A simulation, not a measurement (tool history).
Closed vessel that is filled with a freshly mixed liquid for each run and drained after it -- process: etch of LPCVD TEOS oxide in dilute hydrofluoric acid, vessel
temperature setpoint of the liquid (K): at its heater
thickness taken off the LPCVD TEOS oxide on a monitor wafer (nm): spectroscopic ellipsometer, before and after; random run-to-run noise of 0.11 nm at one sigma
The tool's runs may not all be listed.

run  hour  temperature setpoint of the liquid (K)  parts of water to one part of 49 % hydrofluoric acid (parts by volume)  time in the liquid (s)  thickness taken off the LPCVD TEOS oxide on a monitor wafer (nm)
  1   0.0                                  298.15                                                                     125                     115                                                            23.008
  2   1.0                                  297.15                                                                     130                     115                                                            21.288
  3   2.8                                  296.65                                                                     135                     115                                                            20.107
  4   4.2                                  296.15                                                                     140                     115                                                            18.511
  5   6.7                                  295.65                                                                     140                     115                                                            18.467
  6  11.1                                  295.15                                                                     145                     115                                                            17.015
  7  15.1                                  294.65                                                                     145                     115                                                            16.947

Run 8 comes next. What will it give?
  8  22.5                                  294.15                                                                     145                     115                                                                 ?

thickness taken off the LPCVD TEOS oxide on a monitor wafer (nm): 16.763
